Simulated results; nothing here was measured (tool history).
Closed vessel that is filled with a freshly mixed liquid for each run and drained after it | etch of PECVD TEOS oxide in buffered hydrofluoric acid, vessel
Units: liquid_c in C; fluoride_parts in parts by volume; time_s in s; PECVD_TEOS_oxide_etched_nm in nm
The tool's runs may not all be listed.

run  hour  liquid_c  fluoride_parts  time_s  PECVD_TEOS_oxide_etched_nm
  1   0.0      22.0            10.5      95                      112.41
  2   0.9      20.0            10.5      95                      103.31
  3   3.3      20.0             8.0      95                      128.44
  4   9.1      20.0             8.0      95                      128.08
  5  10.0      21.5             7.5      95                      149.95
  6  18.7      21.5            10.5      95                      111.77
     23.9  -- hydrofluoric acid flow meter replaced
  7  23.9      23.0            10.0      95                      137.44
  8  25.3      27.0            10.0      95                      170.89
  9  33.0      27.5            10.0      95                      173.49

The next listed run, before its measurement:
 10  39.2      27.5            10.0      95                           ?

{"run 10": {"PECVD_TEOS_oxide_etched_nm": 174.04}}

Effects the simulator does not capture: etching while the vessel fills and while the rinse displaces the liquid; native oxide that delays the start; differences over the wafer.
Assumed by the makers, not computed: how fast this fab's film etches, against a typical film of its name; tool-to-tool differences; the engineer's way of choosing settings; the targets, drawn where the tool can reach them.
